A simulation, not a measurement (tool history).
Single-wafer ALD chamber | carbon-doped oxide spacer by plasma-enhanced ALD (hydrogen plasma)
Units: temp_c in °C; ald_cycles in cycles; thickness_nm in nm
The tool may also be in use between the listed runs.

Run 1, hour 0: temp_c 385 °C, ald_cycles 516 cycles. Result: thickness_nm 24.708 nm.
Run 2, hour 7.5: temp_c 393 °C, ald_cycles 516 cycles. Result: thickness_nm 24.518 nm.
Run 3, hour 14.1: temp_c 393 °C, ald_cycles 469 cycles. Result: thickness_nm 22.411 nm.
Run 4, hour 15.7: temp_c 393 °C, ald_cycles 435 cycles. Result: thickness_nm 20.766 nm.
Run 5, hour 23.4: temp_c 385 °C, ald_cycles 435 cycles. Result: thickness_nm 20.657 nm.
Run 6, hour 24.4: temp_c 385 °C, ald_cycles 463 cycles. Result: thickness_nm 22.012 nm.
Run 7, hour 27.9: temp_c 385 °C, ald_cycles 446 cycles. Result: thickness_nm 21.19 nm.
Run 8, hour 36.8: temp_c 385 °C, ald_cycles 433 cycles. Result: thickness_nm 20.71 nm.
Run 9, hour 45.7: temp_c 385 °C, ald_cycles 421 cycles. Result: thickness_nm 19.984 nm.
Run 10, hour 53.4: temp_c 385 °C, ald_cycles 413 cycles. Result: thickness_nm 19.568 nm.
Run 11, hour 60.2: temp_c 385 °C, ald_cycles 407 cycles. Result: thickness_nm 19.327 nm.
Run 12, hour 68.7: temp_c 385 °C, ald_cycles 402 cycles. Result: thickness_nm 19.175 nm.
Run 13, hour 76.7: temp_c 385 °C, ald_cycles 397 cycles. Result: thickness_nm 18.912 nm.
Run 14, hour 78.1: temp_c 385 °C, ald_cycles 394 cycles. Result: thickness_nm 18.784 nm.

Forecast run 15:
Run 15, hour 86.8: temp_c 385 °C, ald_cycles 391 cycles. Result: thickness_nm ?.

thickness_nm: 18.549 nm
